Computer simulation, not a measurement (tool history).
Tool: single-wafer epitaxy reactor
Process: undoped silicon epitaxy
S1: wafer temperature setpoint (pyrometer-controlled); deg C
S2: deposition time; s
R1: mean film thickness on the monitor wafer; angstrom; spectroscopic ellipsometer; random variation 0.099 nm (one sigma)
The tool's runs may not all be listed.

run  hour   S1   S2      R1
  1   0.0  630  438  503.28
  2   5.1  630  499  572.39
  3   9.8  630  436  498.90
  4  14.8  637  436  584.95
  5  21.5  642  436  657.50
  6  24.1  640  436  628.59
  7  27.9  639  436  615.20
  8  36.1  638  436  600.60
  9  42.5  637  436  586.78
 10  47.5  636  436  573.68

The next listed run, before its measurement:
 11  52.0  635  436   ?

{"run 11": {"R1": 560.67}}

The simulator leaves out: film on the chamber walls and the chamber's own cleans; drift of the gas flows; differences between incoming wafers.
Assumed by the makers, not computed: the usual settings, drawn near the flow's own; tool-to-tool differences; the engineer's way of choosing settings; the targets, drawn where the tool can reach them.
